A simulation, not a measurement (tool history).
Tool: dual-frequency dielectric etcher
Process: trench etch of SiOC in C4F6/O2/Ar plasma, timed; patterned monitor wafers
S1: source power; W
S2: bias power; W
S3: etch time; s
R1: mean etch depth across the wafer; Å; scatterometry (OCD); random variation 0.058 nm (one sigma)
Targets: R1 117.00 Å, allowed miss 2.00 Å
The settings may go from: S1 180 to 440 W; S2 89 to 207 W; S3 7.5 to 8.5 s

{"run": 1, "hour": 0.0, "S1": 310, "S2": 148, "S3": 8.5, "R1": 146.84}
{"run": 2, "hour": 2.2, "S1": 290, "S2": 142, "S3": 8.5, "R1": 141.46}
{"run": 3, "hour": 5.2, "S1": 270, "S2": 142, "S3": 8.5, "R1": 136.84}
{"run": 4, "hour": 8.3, "S1": 270, "S2": 121, "S3": 8.5, "R1": 129.35}
{"run": 5, "hour": 9.1, "S1": 260, "S2": 120, "S3": 8.5, "R1": 127.51}
{"run": 6, "hour": 11.6, "S1": 260, "S2": 120, "S3": 8.5, "R1": 126.79}
{"run": 7, "hour": 14.6, "S1": 250, "S2": 120, "S3": 8.5, "R1": 125.25}
{"run": 8, "hour": 15.5, "S1": 240, "S2": 120, "S3": 8.5, "R1": 121.66}
{"run": 9, "hour": 17.7, "S1": 230, "S2": 119, "S3": 8.5, "R1": 119.46}

Which of these 4 next moves meets every target?
{"run": "A", "hour": 19.9, "S1": 240, "S2": 105, "S3": 8.5, "R1": "?"}
{"run": "B", "hour": 19.9, "S1": 220, "S2": 137, "S3": 8.5, "R1": "?"}
{"run": "C", "hour": 19.9, "S1": 240, "S2": 122, "S3": 8.5, "R1": "?"}
{"run": "D", "hour": 19.9, "S1": 300, "S2": 125, "S3": 7.5, "R1": "?"}

move=A R1=117.72
move=B R1=122.29
move=C R1=123.03
move=D R1=121.29
A: meets every target
B: further off than the last run
C: further off than the last run
D: further off than the last run
The right move is A.
